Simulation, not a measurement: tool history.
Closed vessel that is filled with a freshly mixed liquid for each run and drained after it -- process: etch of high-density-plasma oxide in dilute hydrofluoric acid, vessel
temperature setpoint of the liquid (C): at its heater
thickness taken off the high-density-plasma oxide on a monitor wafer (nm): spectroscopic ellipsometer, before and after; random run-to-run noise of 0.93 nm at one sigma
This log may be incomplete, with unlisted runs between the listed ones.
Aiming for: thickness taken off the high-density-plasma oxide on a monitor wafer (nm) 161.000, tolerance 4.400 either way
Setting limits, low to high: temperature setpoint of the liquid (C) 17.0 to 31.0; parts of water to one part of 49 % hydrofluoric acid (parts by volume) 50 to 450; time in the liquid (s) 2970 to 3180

run	hour	temperature setpoint of the liquid (C)	parts of water to one part of 49 % hydrofluoric acid (parts by volume)	time in the liquid (s)	thickness taken off the high-density-plasma oxide on a monitor wafer (nm)
1	0.0	23.0	250	2970	57.102
2	3.1	23.0	215	2970	68.446
3	6.8	23.0	140	2970	113.450
4	14.8	25.5	135	2970	132.520
5	17.7	25.5	135	2970	132.760
6	20.0	26.5	135	2970	138.090
7	27.1	27.5	135	2970	142.410
8	34.9	28.5	135	2970	147.920
9	42.4	29.0	135	2970	149.420
10	47.5	29.5	135	2970	152.660
11	55.2	29.5	135	2970	153.850
12	57.3	30.0	135	2970	155.240

Next run, 4 choices. One meets every target within its allowed miss, the rest don't. Which?
A	59.4	29.0	135	3180	?
B	59.4	31.0	150	3180	?
C	59.4	27.5	130	3045	?
D	59.4	31.0	145	2985	?

move	thickness taken off the high-density-plasma oxide on a monitor wafer (nm)
A	160.600
B	152.330
C	152.030
D	148.920
A: hits every target within its allowed miss
B: the biggest miss grows against the last run
C: the biggest miss grows against the last run
D: the biggest miss grows against the last run
A is the move that brings every result within its allowed miss.
